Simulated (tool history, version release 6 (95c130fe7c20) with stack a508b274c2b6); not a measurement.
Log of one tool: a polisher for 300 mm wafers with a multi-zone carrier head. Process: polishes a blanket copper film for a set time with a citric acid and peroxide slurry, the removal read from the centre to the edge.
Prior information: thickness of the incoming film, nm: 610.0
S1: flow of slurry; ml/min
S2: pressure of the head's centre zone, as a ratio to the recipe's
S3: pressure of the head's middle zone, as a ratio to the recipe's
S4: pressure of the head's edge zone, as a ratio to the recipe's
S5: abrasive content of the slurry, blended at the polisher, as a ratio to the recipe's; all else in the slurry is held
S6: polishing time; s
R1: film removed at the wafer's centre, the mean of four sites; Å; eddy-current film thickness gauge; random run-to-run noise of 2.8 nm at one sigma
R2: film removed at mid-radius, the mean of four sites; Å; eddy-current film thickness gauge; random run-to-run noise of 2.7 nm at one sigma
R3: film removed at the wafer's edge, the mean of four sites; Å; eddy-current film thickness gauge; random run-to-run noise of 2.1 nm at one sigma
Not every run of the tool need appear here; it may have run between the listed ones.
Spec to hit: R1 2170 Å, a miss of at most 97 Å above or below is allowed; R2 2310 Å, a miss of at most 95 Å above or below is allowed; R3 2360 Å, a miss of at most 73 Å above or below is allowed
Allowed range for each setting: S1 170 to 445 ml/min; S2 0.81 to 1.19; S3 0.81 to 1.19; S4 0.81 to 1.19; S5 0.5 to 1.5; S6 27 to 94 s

run 1 hour=0 | S1=285 S2=1 S3=1 S4=1 S5=1 S6=60 | R1=1860.8 R2=1910.1 R3=1872.8
run 2 hour=6 | S1=285 S2=1 S3=1.08 S4=1 S5=1 S6=60 | R1=1885.4 R2=2037.5 R3=1879.3
run 3 hour=8.1 | S1=285 S2=1 S3=1.08 S4=1.04 S5=1 S6=60 | R1=1840.7 R2=1987.5 R3=1929.5
run 4 hour=11.8 | S1=285 S2=1 S3=1.08 S4=1.12 S5=1 S6=60 | R1=1866 R2=1990.4 R3=2010.5
-- hour=19.2 slurry nozzle cleaned
run 5 hour=19.2 | S1=320 S2=1 S3=1.08 S4=1.12 S5=1 S6=60 | R1=2053.5 R2=2085.2 R3=2034.5
run 6 hour=22.3 | S1=315 S2=0.99 S3=1.08 S4=1.14 S5=1.1 S6=61 | R1=2121.1 R2=2188.5 R3=2215.7
run 7 hour=30.7 | S1=320 S2=0.98 S3=1.09 S4=1.15 S5=1.1 S6=61 | R1=2051.1 R2=2199.4 R3=2239
run 8 hour=38.6 | S1=330 S2=0.98 S3=1.09 S4=1.16 S5=1.1 S6=61 | R1=2076.4 R2=2226.1 R3=2228.9
run 9 hour=39.9 | S1=335 S2=0.98 S3=1.09 S4=1.17 S5=1.15 S6=61 | R1=2051.7 R2=2297.5 R3=2268
run 10 hour=46 | S1=335 S2=0.98 S3=1.09 S4=1.17 S5=1.15 S6=61 | R1=2105.4 R2=2272.4 R3=2240.1

4 candidate next runs follow, results not yet known. Just one meets every target within its allowed miss. Identify it.
run A hour=52.1 | S1=355 S2=1.09 S3=1.12 S4=1.12 S5=1.1 S6=61 | R1=? R2=? R3=?
run B hour=52.1 | S1=355 S2=0.95 S3=1.15 S4=1.12 S5=1.2 S6=60 | R1=? R2=? R3=?
run C hour=52.1 | S1=435 S2=0.95 S3=1.03 S4=1.13 S5=1.25 S6=63 | R1=? R2=? R3=?
run D hour=52.1 | S1=270 S2=0.91 S3=1 S4=1.19 S5=1.2 S6=63 | R1=? R2=? R3=?

move=A R1=2266 R2=2281.7 R3=2190.5
move=B R1=1986.7 R2=2345.3 R3=2204.7
move=C R1=2144.4 R2=2329.4 R3=2383.4
move=D R1=1934.8 R2=2157.9 R3=2342
A: moves away from the targets compared with the last run
B: moves away from the targets compared with the last run
C: every result within its allowed miss
D: brings the result that was furthest off to its target, and leaves another outside
Move C is the one to make.
